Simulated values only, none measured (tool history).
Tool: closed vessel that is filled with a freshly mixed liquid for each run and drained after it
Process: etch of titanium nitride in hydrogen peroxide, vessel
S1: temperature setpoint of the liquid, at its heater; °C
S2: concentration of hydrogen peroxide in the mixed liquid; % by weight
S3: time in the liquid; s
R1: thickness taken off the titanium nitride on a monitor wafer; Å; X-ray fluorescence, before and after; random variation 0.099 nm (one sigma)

run 1 hour=0 | S1=43 S2=17 S3=570 | R1=150
run 2 hour=6.7 | S1=43 S2=19.5 S3=570 | R1=155.85
run 3 hour=8.9 | S1=49.5 S2=19.5 S3=570 | R1=252.04
run 4 hour=16.5 | S1=49 S2=19.5 S3=570 | R1=243.45
run 5 hour=21 | S1=48.5 S2=19.5 S3=570 | R1=235.63
run 6 hour=27.7 | S1=48 S2=19.5 S3=570 | R1=226.32
run 7 hour=29.7 | S1=47.5 S2=19.5 S3=570 | R1=217.99

Run 8 comes next. What will it give?
run 8 hour=38.1 | S1=47 S2=19.5 S3=570 | R1=?

R1: 211.07 Å
